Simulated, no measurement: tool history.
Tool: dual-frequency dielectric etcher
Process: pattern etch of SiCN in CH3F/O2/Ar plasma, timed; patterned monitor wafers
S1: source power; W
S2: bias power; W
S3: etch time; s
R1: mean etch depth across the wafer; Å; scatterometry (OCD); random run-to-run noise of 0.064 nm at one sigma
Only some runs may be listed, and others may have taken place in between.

Run 1, day 0.000: S1 540 W, S2 75 W, S3 81 s. Result: R1 339.23 Å.
Run 2, day 0.225: S1 470 W, S2 70 W, S3 81 s. Result: R1 307.36 Å.
Run 3, day 0.317: S1 510 W, S2 70 W, S3 81 s. Result: R1 318.97 Å.
Run 4, day 0.438: S1 460 W, S2 70 W, S3 81 s. Result: R1 305.10 Å.
Run 5, day 0.683: S1 550 W, S2 70 W, S3 81 s. Result: R1 330.31 Å.
Run 6, day 0.867: S1 480 W, S2 69 W, S3 81 s. Result: R1 308.62 Å.

Run 7 has not been measured yet. What should we expect?
Run 7, day 0.946: S1 440 W, S2 69 W, S3 81 s. Result: R1 ?.

R1: 295.40 Å
